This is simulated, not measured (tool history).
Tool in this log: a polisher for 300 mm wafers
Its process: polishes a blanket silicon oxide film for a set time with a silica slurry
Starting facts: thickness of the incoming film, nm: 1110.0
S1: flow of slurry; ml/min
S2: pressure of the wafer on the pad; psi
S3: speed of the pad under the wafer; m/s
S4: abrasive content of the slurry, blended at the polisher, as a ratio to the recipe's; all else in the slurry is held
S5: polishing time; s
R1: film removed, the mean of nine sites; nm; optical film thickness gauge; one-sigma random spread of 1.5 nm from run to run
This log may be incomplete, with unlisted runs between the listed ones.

run	hour	S1	S2	S3	S4	S5	R1
1	0.0	270	5.0	1.12	1.00	21	95.563
2	2.1	270	5.0	1.12	1.00	21	95.025
3	9.1	270	5.2	1.12	1.00	21	100.180
4	13.2	270	5.2	1.12	0.85	21	86.048
5	21.1	270	3.9	1.12	0.85	21	66.502
6	25.4	270	3.9	1.32	0.85	21	75.200
# hour 32.3: slurry nozzle cleaned
7	32.3	270	3.9	1.32	0.85	21	75.742
8	39.6	270	4.3	1.32	0.85	21	84.718

Estimate the outcome of run 9 from the log above:
9	41.6	270	4.6	1.32	0.85	21	?

{"run 9": {"R1": 87.371}}

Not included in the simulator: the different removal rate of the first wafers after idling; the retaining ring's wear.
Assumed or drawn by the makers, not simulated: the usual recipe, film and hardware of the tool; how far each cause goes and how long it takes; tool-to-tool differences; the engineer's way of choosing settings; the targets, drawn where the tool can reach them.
